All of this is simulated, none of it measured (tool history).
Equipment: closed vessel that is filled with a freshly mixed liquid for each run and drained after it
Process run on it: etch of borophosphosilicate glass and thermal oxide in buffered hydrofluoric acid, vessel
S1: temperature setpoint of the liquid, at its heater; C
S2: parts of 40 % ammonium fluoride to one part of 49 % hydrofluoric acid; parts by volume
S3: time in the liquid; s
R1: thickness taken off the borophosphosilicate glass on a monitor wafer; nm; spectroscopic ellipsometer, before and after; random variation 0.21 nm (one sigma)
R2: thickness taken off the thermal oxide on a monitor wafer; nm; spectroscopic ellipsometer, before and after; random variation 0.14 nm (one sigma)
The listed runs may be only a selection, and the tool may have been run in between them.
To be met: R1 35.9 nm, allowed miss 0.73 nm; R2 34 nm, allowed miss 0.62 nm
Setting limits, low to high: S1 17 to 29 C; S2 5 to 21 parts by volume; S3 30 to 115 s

run,hour,S1,S2,S3,R1,R2
1,0,21,13,60,51.844,49.237
2,8.7,21,11.5,60,58.313,55.113
3,12.5,20,12.5,60,51.511,48.119
4,19,20,14,60,45.74,43.157
5,27.3,18.5,14,60,42.16,39.818
6,31,21,14,60,48.381,45.584
7,40,20,14.5,60,44.245,42.141
8,41,19,14.5,60,42.209,39.739
9,42.6,18.5,15,60,39.07,37.23
10,51.7,18,15,60,38.224,36.23
11,58.9,17.5,15,60,37.085,35.055

Pick the move, out of 5, that brings all results within their allowed miss; only one does.
A,66.1,18.5,16.5,60,?,?
B,66.1,20,17,60,?,?
C,66.1,19.5,20,65,?,?
D,66.1,17,12,50,?,?
E,66.1,18.5,14.5,55,?,?

move,R1,R2
A,35.684,33.461
B,37.664,35.357
C,33.779,31.72
D,37.445,35.01
E,37.172,34.834
A: in spec on every target
B: its largest miss is bigger than the last run's
C: takes the biggest miss from the last run beyond its target
D: its largest miss is bigger than the last run's
E: about the same distance from the targets as the last run
So the answer is move A, the one that meets all the targets.
